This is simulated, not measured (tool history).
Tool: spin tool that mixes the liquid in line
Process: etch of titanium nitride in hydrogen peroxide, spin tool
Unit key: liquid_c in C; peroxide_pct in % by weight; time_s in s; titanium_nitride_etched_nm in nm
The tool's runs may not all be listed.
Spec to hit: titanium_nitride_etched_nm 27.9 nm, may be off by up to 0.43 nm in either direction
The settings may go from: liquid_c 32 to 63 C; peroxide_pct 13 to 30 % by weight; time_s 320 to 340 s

run	hour	liquid_c	peroxide_pct	time_s	titanium_nitride_etched_nm
1	0	47	25	320	16.53
2	6.6	47	25	320	16.582
3	11.4	49	25	320	19.154
4	16.6	50.5	25	320	21.602
5	18.3	51.5	25	320	22.895
6	26.9	51.5	19.5	320	21.783
7	28.1	52.5	19.5	320	23.366
8	33.9	52.5	19.5	320	23.336
9	40.5	53.5	19.5	320	25.123
10	43	53.5	19.5	320	24.896
11	46.8	55.5	19.5	320	29.07

Exercise: of the 4 proposed moves below, exactly one satisfies all targets within the stated allowed misses. Which move is it?
A	50.6	56	15.5	340	?
B	50.6	54	23	320	?
C	50.6	54	24.5	325	?
D	50.6	55.5	20	320	?

move	titanium_nitride_etched_nm
A	30.405
B	27.063
C	27.865
D	29.174
A: its largest miss is bigger than the last run's
B: moves the result that the last run missed by most past its target, out the other side
C: every result within its allowed miss
D: its largest miss is bigger than the last run's
Move C is the one to make.
